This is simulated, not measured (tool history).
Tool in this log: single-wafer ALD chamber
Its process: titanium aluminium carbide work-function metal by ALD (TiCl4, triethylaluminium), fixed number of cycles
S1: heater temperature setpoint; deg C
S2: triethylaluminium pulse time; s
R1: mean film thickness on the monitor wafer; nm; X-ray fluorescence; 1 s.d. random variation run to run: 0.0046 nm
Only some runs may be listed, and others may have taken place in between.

{"run": 1, "hour": 0.0, "S1": 275, "S2": 14.51, "R1": 1.776}
{"run": 2, "hour": 2.1, "S1": 271, "S2": 14.23, "R1": 1.7455}
{"run": 3, "hour": 3.8, "S1": 268, "S2": 14.0, "R1": 1.7181}
{"run": 4, "hour": 6.0, "S1": 275, "S2": 14.0, "R1": 1.7699}
{"run": 5, "hour": 9.7, "S1": 284, "S2": 14.0, "R1": 1.8468}
{"run": 6, "hour": 16.6, "S1": 284, "S2": 17.51, "R1": 1.8655}
{"run": 7, "hour": 23.1, "S1": 278, "S2": 16.93, "R1": 1.8088}

Run 8, settings as shown, results not yet in. Your forecast:
{"run": 8, "hour": 29.2, "S1": 273, "S2": 16.6, "R1": "?"}

{"run 8": {"R1": 1.7719}}
